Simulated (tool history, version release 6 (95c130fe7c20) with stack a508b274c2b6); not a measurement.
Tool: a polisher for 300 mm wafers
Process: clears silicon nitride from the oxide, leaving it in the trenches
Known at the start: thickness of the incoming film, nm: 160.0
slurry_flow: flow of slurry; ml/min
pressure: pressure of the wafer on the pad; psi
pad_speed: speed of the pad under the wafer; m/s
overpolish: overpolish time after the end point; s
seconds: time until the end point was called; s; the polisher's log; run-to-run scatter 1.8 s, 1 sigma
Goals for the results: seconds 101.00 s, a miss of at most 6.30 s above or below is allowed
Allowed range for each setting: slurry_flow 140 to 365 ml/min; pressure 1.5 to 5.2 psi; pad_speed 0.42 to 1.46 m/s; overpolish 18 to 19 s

{"run": 1, "hour": 0.0, "slurry_flow": 235, "pressure": 3.3, "pad_speed": 0.94, "overpolish": 18, "seconds": 145.54}
{"run": 2, "hour": 2.5, "slurry_flow": 235, "pressure": 3.3, "pad_speed": 0.94, "overpolish": 18, "seconds": 146.53}
{"run": 3, "hour": 10.3, "slurry_flow": 235, "pressure": 3.5, "pad_speed": 0.94, "overpolish": 18, "seconds": 137.17}
{"run": 4, "hour": 11.5, "slurry_flow": 235, "pressure": 3.7, "pad_speed": 0.94, "overpolish": 18, "seconds": 132.92}
{"run": 5, "hour": 15.3, "slurry_flow": 235, "pressure": 3.9, "pad_speed": 0.94, "overpolish": 18, "seconds": 128.84}
{"run": 6, "hour": 16.9, "slurry_flow": 235, "pressure": 3.9, "pad_speed": 0.94, "overpolish": 18, "seconds": 128.79}
{"run": 7, "hour": 25.4, "slurry_flow": 235, "pressure": 4.1, "pad_speed": 0.94, "overpolish": 18, "seconds": 126.13}
{"run": 8, "hour": 33.4, "slurry_flow": 235, "pressure": 4.3, "pad_speed": 0.96, "overpolish": 18, "seconds": 115.66}
{"run": 9, "hour": 41.8, "slurry_flow": 235, "pressure": 4.4, "pad_speed": 0.96, "overpolish": 18, "seconds": 115.26}
{"run": 10, "hour": 50.0, "slurry_flow": 235, "pressure": 4.5, "pad_speed": 0.96, "overpolish": 18, "seconds": 113.89}
{"run": 11, "hour": 55.6, "slurry_flow": 235, "pressure": 4.6, "pad_speed": 0.96, "overpolish": 18, "seconds": 109.02}
{"run": 12, "hour": 61.0, "slurry_flow": 235, "pressure": 4.7, "pad_speed": 0.96, "overpolish": 18, "seconds": 108.15}

Pick the move, out of 4, that brings all results within their allowed miss; only one does.
{"run": "A", "hour": 66.4, "slurry_flow": 175, "pressure": 4.3, "pad_speed": 0.96, "overpolish": 18, "seconds": "?"}
{"run": "B", "hour": 66.4, "slurry_flow": 245, "pressure": 5.2, "pad_speed": 0.82, "overpolish": 19, "seconds": "?"}
{"run": "C", "hour": 66.4, "slurry_flow": 250, "pressure": 4.8, "pad_speed": 0.98, "overpolish": 19, "seconds": "?"}
{"run": "D", "hour": 66.4, "slurry_flow": 235, "pressure": 3.9, "pad_speed": 1.0, "overpolish": 18, "seconds": "?"}

move=A seconds=117.25
move=B seconds=113.46
move=C seconds=101.92
move=D seconds=119.00
A: lands further from the targets than the last run did
B: lands further from the targets than the last run did
C: all results in spec
D: lands further from the targets than the last run did
The right move is C.
